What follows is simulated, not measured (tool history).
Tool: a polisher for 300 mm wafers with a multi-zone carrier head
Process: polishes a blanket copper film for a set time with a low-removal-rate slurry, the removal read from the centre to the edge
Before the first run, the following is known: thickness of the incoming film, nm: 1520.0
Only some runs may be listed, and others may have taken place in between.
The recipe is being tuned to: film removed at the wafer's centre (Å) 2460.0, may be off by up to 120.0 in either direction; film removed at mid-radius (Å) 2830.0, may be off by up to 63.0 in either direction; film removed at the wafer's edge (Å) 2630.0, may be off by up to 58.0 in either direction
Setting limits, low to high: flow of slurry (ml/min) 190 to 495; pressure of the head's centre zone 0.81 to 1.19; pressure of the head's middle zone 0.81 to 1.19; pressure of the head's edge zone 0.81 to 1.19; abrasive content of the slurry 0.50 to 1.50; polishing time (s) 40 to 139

| run | hour | flow of slurry (ml/min) | pressure of the head's centre zone | pressure of the head's middle zone | pressure of the head's edge zone | abrasive content of the slurry | polishing time (s) | film removed at the wafer's centre (Å) | film removed at mid-radius (Å) | film removed at the wafer's edge (Å) |
|---|---|---|---|---|---|---|---|---|---|---|
| 1 | 0.0 | 320 | 1.00 | 1.00 | 1.00 | 1.00 | 89 | 3038.6 | 2939.3 | 2953.4 |
| 2 | 3.4 | 320 | 1.00 | 1.00 | 0.93 | 1.00 | 89 | 2997.3 | 2963.4 | 2886.9 |
| 3 | 8.1 | 255 | 1.00 | 1.00 | 0.93 | 1.00 | 89 | 2961.2 | 2882.4 | 2810.8 |
| 4 | 13.8 | 255 | 1.03 | 1.00 | 0.93 | 1.00 | 89 | 2992.4 | 2895.8 | 2855.9 |
| 5 | 15.8 | 255 | 1.03 | 1.00 | 0.93 | 0.85 | 89 | 2873.9 | 2729.8 | 2703.1 |
| 6 | 23.7 | 190 | 1.03 | 1.00 | 0.93 | 0.85 | 89 | 2734.7 | 2640.0 | 2607.1 |
| 7 | 28.0 | 195 | 1.01 | 1.01 | 0.93 | 0.85 | 89 | 2648.2 | 2634.2 | 2567.7 |
| 8 | 32.3 | 200 | 1.00 | 1.02 | 0.94 | 0.85 | 89 | 2723.1 | 2691.3 | 2640.4 |
| 9 | 40.4 | 200 | 0.98 | 1.03 | 0.94 | 0.85 | 89 | 2665.2 | 2724.4 | 2636.1 |
| 10 | 41.0 | 200 | 0.97 | 1.03 | 0.94 | 0.85 | 89 | 2626.2 | 2707.8 | 2612.0 |
| 11 | 45.8 | 200 | 0.97 | 1.03 | 0.94 | 0.85 | 89 | 2543.4 | 2704.3 | 2639.6 |
| 12 | 51.6 | 205 | 0.97 | 1.04 | 0.94 | 0.85 | 89 | 2616.4 | 2717.8 | 2634.4 |

Exactly one of the 5 candidate moves below puts every result within its allowed miss. Which one?
| A | 57.4 | 255 | 0.95 | 1.13 | 1.03 | 0.50 | 102 | ? | ? | ? |
| B | 57.4 | 255 | 1.02 | 1.05 | 0.92 | 0.85 | 91 | ? | ? | ? |
| C | 57.4 | 220 | 1.07 | 0.97 | 0.93 | 0.90 | 88 | ? | ? | ? |
| D | 57.4 | 270 | 0.88 | 0.96 | 0.97 | 0.85 | 87 | ? | ? | ? |
| E | 57.4 | 195 | 0.92 | 1.03 | 0.98 | 0.70 | 95 | ? | ? | ? |

| move | film removed at the wafer's centre (Å) | film removed at mid-radius (Å) | film removed at the wafer's edge (Å) |
|---|---|---|---|
| A | 2461.3 | 2808.1 | 2612.5 |
| B | 2905.1 | 2903.5 | 2724.3 |
| C | 2934.7 | 2625.7 | 2659.5 |
| D | 2410.6 | 2599.3 | 2687.5 |
| E | 2442.1 | 2679.2 | 2657.8 |
A: every result lands within tolerance
B: carries the result that was furthest off beyond its target, to the other side
C: its largest miss is bigger than the last run's
D: its largest miss is bigger than the last run's
E: its largest miss is bigger than the last run's
Answer: A

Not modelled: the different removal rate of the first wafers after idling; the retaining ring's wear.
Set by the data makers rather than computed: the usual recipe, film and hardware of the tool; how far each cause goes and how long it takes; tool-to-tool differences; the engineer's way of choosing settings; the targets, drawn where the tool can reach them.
